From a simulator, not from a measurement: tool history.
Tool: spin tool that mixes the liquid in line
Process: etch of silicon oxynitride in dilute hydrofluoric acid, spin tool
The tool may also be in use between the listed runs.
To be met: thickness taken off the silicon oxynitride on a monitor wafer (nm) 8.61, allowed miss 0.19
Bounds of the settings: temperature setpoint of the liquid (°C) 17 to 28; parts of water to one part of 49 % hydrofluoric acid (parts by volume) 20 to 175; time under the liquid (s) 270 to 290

run,hour,temperature setpoint of the liquid (°C),parts of water to one part of 49 % hydrofluoric acid (parts by volume),time under the liquid (s),thickness taken off the silicon oxynitride on a monitor wafer (nm)
1,0,20,95,270,5.4551
2,1.2,21.5,95,270,5.7904
3,8.1,21.5,95,290,6.3208
4,11.8,21.5,95,270,5.8084
5,14.3,21.5,95,270,5.8426
6,20.9,22.5,95,270,6.1556
7,23,23.5,95,270,6.3727
8,26.7,24.5,95,270,6.749
9,31.9,25,95,270,6.8408
10,33.6,25.5,95,270,7.003
11,34.7,28,85,270,8.9472

Which of these 4 next moves meets every target?
A,35.8,26,85,270,?
B,35.8,25.5,75,270,?
C,35.8,27,95,290,?
D,35.8,28,90,275,?

move,thickness taken off the silicon oxynitride on a monitor wafer (nm)
A,8.1452
B,9.0976
C,8.1257
D,8.5573
A: takes the result that was furthest off past its target
B: further off than the last run
C: takes the result that was furthest off past its target
D: meets every target
The right move is D.
